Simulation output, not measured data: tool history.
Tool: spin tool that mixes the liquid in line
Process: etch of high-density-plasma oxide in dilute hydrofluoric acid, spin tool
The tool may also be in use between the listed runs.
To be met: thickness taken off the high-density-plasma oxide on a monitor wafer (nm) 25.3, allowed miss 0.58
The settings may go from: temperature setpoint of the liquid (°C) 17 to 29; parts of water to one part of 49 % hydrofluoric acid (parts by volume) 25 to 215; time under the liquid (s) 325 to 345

run    day  temperature setpoint of the liquid (°C)  parts of water to one part of 49 % hydrofluoric acid (parts by volume)  time under the liquid (s)  thickness taken off the high-density-plasma oxide on a monitor wafer (nm)
  1      0                                       21                                                                     120                        325                                                                     13.778
  2  0.071                                       21                                                                      90                        325                                                                     19.081
  3  0.438                                     22.5                                                                      90                        325                                                                     20.181
  4  0.596                                     25.5                                                                      90                        325                                                                     22.918
  5  0.958                                     25.5                                                                      90                        345                                                                     24.436
  6  1.171                                       24                                                                      90                        345                                                                     22.696
  7   1.35                                     24.5                                                                      90                        345                                                                      23.35
  8  1.592                                       25                                                                      90                        345                                                                     23.758
  9  1.912                                     25.5                                                                      90                        345                                                                     24.215

5 next moves are on the table. One of them brings every result within its allowed miss. Which?
  A  2.233                                     23.5                                                                      80                        345                                                                          ?
  B  2.233                                     26.5                                                                      85                        345                                                                          ?
  C  2.233                                     26.5                                                                      95                        330                                                                          ?
  D  2.233                                       25                                                                      90                        330                                                                          ?
  E  2.233                                       25                                                                      90                        335                                                                          ?

move  thickness taken off the high-density-plasma oxide on a monitor wafer (nm)
   A                                                                     25.461
   B                                                                     26.827
   C                                                                     22.658
   D                                                                     22.697
   E                                                                     23.041
A: meets every target
B: takes the result that was furthest off past its target
C: further off than the last run
D: further off than the last run
E: further off than the last run
Answer: A
